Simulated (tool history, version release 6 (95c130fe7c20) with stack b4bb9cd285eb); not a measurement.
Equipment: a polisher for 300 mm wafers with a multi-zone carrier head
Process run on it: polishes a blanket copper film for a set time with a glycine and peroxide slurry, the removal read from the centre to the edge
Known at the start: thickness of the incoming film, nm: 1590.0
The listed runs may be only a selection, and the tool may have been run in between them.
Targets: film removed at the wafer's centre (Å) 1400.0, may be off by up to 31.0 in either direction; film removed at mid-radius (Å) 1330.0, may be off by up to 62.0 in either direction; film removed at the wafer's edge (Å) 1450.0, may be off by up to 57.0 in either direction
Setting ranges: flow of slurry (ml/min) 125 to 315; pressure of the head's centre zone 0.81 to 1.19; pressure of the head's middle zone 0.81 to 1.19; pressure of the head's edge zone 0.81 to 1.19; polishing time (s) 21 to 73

| run | hour | flow of slurry (ml/min) | pressure of the head's centre zone | pressure of the head's middle zone | pressure of the head's edge zone | polishing time (s) | film removed at the wafer's centre (Å) | film removed at mid-radius (Å) | film removed at the wafer's edge (Å) |
|---|---|---|---|---|---|---|---|---|---|
| 1 | 0.0 | 205 | 1.00 | 1.00 | 1.00 | 47 | 2249.5 | 2207.3 | 2337.2 |
| 2 | 7.2 | 205 | 1.00 | 1.00 | 1.00 | 54 | 2573.2 | 2526.1 | 2656.7 |
| 3 | 14.1 | 205 | 0.99 | 0.99 | 0.98 | 51 | 2417.9 | 2394.2 | 2513.9 |
| 4 | 18.9 | 205 | 0.99 | 0.99 | 0.94 | 51 | 2396.7 | 2331.3 | 2404.5 |
| 5 | 27.9 | 235 | 0.99 | 0.99 | 0.94 | 51 | 2455.1 | 2471.8 | 2506.7 |
| 6 | 35.7 | 235 | 0.99 | 0.99 | 0.94 | 42 | 2025.1 | 2031.1 | 1998.2 |
| 7 | 41.7 | 225 | 0.98 | 0.97 | 0.93 | 41 | 1948.1 | 1907.3 | 1931.5 |
| 8 | 50.1 | 220 | 0.97 | 0.96 | 0.92 | 40 | 1871.6 | 1845.5 | 1901.7 |
| 9 | 54.6 | 220 | 0.97 | 0.96 | 0.92 | 40 | 1856.9 | 1816.0 | 1877.9 |
| 10 | 60.4 | 215 | 0.96 | 0.95 | 0.91 | 39 | 1788.4 | 1792.6 | 1842.0 |
|  | 62.5 | slurry nozzle cleaned |
| 11 | 62.5 | 225 | 0.96 | 0.85 | 0.88 | 26 | 1266.8 | 1117.8 | 1247.8 |
| 12 | 66.2 | 260 | 1.00 | 0.95 | 0.98 | 26 | 1347.4 | 1243.5 | 1341.5 |
| 13 | 69.5 | 260 | 1.00 | 0.95 | 0.99 | 26 | 1337.2 | 1262.5 | 1344.2 |
| 14 | 72.8 | 260 | 1.00 | 0.95 | 1.00 | 26 | 1333.2 | 1255.8 | 1343.7 |
| 15 | 79.7 | 260 | 1.00 | 0.95 | 1.01 | 26 | 1326.6 | 1238.2 | 1360.9 |

Of the 5 settings listed for the next run, only one would bring every result within its allowed miss of target. Which one?
| A | 86.6 | 255 | 0.90 | 0.81 | 1.08 | 29 | ? | ? | ? |
| B | 86.6 | 315 | 1.02 | 0.99 | 1.13 | 26 | ? | ? | ? |
| C | 86.6 | 285 | 1.04 | 1.00 | 0.91 | 26 | ? | ? | ? |
| D | 86.6 | 245 | 1.05 | 0.94 | 1.02 | 28 | ? | ? | ? |
| E | 86.6 | 245 | 1.04 | 0.95 | 1.07 | 25 | ? | ? | ? |

| move | film removed at the wafer's centre (Å) | film removed at mid-radius (Å) | film removed at the wafer's edge (Å) |
|---|---|---|---|
| A | 1325.9 | 1248.2 | 1542.2 |
| B | 1383.5 | 1329.0 | 1435.6 |
| C | 1395.7 | 1326.4 | 1282.2 |
| D | 1488.8 | 1339.2 | 1440.1 |
| E | 1316.6 | 1205.4 | 1316.3 |
A: as far off as the last run
B: in spec on every target
C: brings the last run's worst result on target, with another outside its allowed miss
D: pushes the last run's worst result past its target
E: lands further from the targets than the last run did
Answer: B
